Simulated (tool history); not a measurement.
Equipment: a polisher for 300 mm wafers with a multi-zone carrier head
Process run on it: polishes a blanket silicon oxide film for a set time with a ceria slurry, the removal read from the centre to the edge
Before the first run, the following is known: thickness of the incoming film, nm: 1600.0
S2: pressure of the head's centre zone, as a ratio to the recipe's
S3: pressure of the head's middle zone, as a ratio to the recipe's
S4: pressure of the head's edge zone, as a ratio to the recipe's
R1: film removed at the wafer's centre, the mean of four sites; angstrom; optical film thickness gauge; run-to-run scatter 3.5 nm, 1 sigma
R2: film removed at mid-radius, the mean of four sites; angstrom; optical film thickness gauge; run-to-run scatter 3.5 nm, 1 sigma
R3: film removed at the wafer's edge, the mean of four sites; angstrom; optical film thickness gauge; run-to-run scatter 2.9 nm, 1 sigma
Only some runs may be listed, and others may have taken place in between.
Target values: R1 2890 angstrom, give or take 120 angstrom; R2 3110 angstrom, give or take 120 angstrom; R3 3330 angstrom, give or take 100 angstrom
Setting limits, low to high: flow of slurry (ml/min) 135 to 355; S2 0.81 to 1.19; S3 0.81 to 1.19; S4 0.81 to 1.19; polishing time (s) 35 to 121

Run 1, day 0: flow of slurry (ml/min) 225, S2 1, S3 1, S4 1, polishing time (s) 78. Result: R1 5828.6 angstrom, R2 6223.7 angstrom, R3 6015.2 angstrom.
Run 2, day 0.233: flow of slurry (ml/min) 225, S2 1, S3 1, S4 1.06, polishing time (s) 78. Result: R1 5815.9 angstrom, R2 6076.5 angstrom, R3 6118.4 angstrom.
Run 3, day 0.5: flow of slurry (ml/min) 225, S2 1.08, S3 1, S4 1.06, polishing time (s) 78. Result: R1 6389.9 angstrom, R2 5938.3 angstrom, R3 6252.6 angstrom.
Run 4, day 0.567: flow of slurry (ml/min) 200, S2 1.08, S3 1, S4 1.06, polishing time (s) 78. Result: R1 6264.4 angstrom, R2 5811.1 angstrom, R3 6061.8 angstrom.
Run 5, day 0.812: flow of slurry (ml/min) 165, S2 1.08, S3 1, S4 1.06, polishing time (s) 78. Result: R1 5947.9 angstrom, R2 5724.2 angstrom, R3 5848.1 angstrom.
Run 6, day 1.092: flow of slurry (ml/min) 160, S2 1.04, S3 0.97, S4 1.06, polishing time (s) 65. Result: R1 4842.8 angstrom, R2 4685.5 angstrom, R3 4947 angstrom.
Run 7, day 1.342: flow of slurry (ml/min) 155, S2 1, S3 0.95, S4 1.05, polishing time (s) 57. Result: R1 3965.2 angstrom, R2 3942.1 angstrom, R3 4247.6 angstrom.
Run 8, day 1.383: flow of slurry (ml/min) 150, S2 0.97, S3 0.92, S4 1.01, polishing time (s) 54. Result: R1 3650.2 angstrom, R2 3681.4 angstrom, R3 3921.1 angstrom.
Run 9, day 1.429: flow of slurry (ml/min) 145, S2 0.94, S3 0.9, S4 0.99, polishing time (s) 52. Result: R1 3430.1 angstrom, R2 3468.2 angstrom, R3 3732.7 angstrom.
Run 10, day 1.579: flow of slurry (ml/min) 145, S2 0.91, S3 0.88, S4 0.97, polishing time (s) 51. Result: R1 3221.1 angstrom, R2 3292.1 angstrom, R3 3626.6 angstrom.
Run 11, day 1.846: flow of slurry (ml/min) 145, S2 0.91, S3 0.88, S4 0.97, polishing time (s) 51. Result: R1 3212 angstrom, R2 3368.5 angstrom, R3 3645.9 angstrom.
Run 12, day 1.929: flow of slurry (ml/min) 145, S2 0.9, S3 0.87, S4 0.95, polishing time (s) 50. Result: R1 3095.2 angstrom, R2 3281 angstrom, R3 3584 angstrom.
Run 13, day 2.062: flow of slurry (ml/min) 145, S2 0.9, S3 0.87, S4 0.93, polishing time (s) 49. Result: R1 3044.8 angstrom, R2 3183.9 angstrom, R3 3410.6 angstrom.

Pick the move, out of 5, that brings all results within their allowed miss; only one does.
Run A, day 2.196: flow of slurry (ml/min) 135, S2 0.88, S3 0.86, S4 0.92, polishing time (s) 49. Result: R1 ?, R2 ?, R3 ?.
Run B, day 2.196: flow of slurry (ml/min) 145, S2 0.85, S3 0.94, S4 0.87, polishing time (s) 48. Result: R1 ?, R2 ?, R3 ?.
Run C, day 2.196: flow of slurry (ml/min) 135, S2 0.95, S3 0.89, S4 0.96, polishing time (s) 50. Result: R1 ?, R2 ?, R3 ?.
Run D, day 2.196: flow of slurry (ml/min) 135, S2 0.83, S3 0.9, S4 0.94, polishing time (s) 51. Result: R1 ?, R2 ?, R3 ?.
Run E, day 2.196: flow of slurry (ml/min) 135, S2 0.87, S3 0.94, S4 0.86, polishing time (s) 51. Result: R1 ?, R2 ?, R3 ?.

move      R1      R2      R3
   A  2902.4  3211.3  3388.9
   B  2803.6  3391.7    3275
   C  3199.8  3347.4  3526.5
   D  2848.4    3441  3561.2
   E  2987.6  3538.6  3417.4
A: all results land within tolerance of their targets
B: brings the last run's worst result on target, with another outside its allowed miss
C: further off than the last run
D: brings the last run's worst result on target, with another outside its allowed miss
E: brings the last run's worst result on target, with another outside its allowed miss
Move A is the one to make.
